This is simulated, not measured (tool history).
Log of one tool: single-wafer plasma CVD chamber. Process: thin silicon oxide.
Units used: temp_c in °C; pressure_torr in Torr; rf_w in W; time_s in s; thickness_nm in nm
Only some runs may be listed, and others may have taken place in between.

run	hour	temp_c	pressure_torr	rf_w	time_s	thickness_nm
1	0.0	380	0.622	240	7.91	9.7326
2	4.5	380	0.622	265	7.91	10.1210
3	8.5	380	0.622	280	7.91	10.4280
4	9.0	380	0.622	250	7.91	9.8054
5	16.6	380	0.622	250	8.16	10.1680
6	23.0	380	0.622	250	7.91	9.8912
7	30.9	380	0.640	250	7.91	10.0900

For run 8, what comes out?
8	36.6	380	0.658	250	7.91	?

Run 8 came out at thickness_nm 10.3560 nm.
